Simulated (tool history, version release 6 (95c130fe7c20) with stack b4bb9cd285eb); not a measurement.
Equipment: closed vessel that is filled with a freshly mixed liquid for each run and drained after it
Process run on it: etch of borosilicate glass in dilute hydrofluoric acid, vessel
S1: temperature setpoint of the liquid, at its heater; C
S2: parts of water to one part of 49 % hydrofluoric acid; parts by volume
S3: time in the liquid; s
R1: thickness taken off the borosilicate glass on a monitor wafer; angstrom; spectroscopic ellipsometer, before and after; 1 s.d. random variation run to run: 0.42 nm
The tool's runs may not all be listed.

Run 1, hour 0.0: S1 24.0 C, S2 195 parts by volume, S3 315 s. Result: R1 393.31 angstrom.
Run 2, hour 7.2: S1 26.5 C, S2 190 parts by volume, S3 315 s. Result: R1 445.12 angstrom.
Run 3, hour 13.3: S1 26.5 C, S2 255 parts by volume, S3 315 s. Result: R1 308.19 angstrom.
Run 4, hour 17.2: S1 28.0 C, S2 230 parts by volume, S3 315 s. Result: R1 369.75 angstrom.
Run 5, hour 24.8: S1 28.0 C, S2 290 parts by volume, S3 315 s. Result: R1 274.52 angstrom.
Run 6, hour 33.4: S1 28.0 C, S2 225 parts by volume, S3 315 s. Result: R1 381.86 angstrom.
Run 7, hour 38.6: S1 29.0 C, S2 210 parts by volume, S3 315 s. Result: R1 434.98 angstrom.
Run 8, hour 44.2: S1 30.0 C, S2 200 parts by volume, S3 315 s. Result: R1 471.19 angstrom.

What will run 9 give?
Run 9, hour 52.3: S1 30.5 C, S2 195 parts by volume, S3 315 s. Result: R1 ?.

R1: 496.30 angstrom

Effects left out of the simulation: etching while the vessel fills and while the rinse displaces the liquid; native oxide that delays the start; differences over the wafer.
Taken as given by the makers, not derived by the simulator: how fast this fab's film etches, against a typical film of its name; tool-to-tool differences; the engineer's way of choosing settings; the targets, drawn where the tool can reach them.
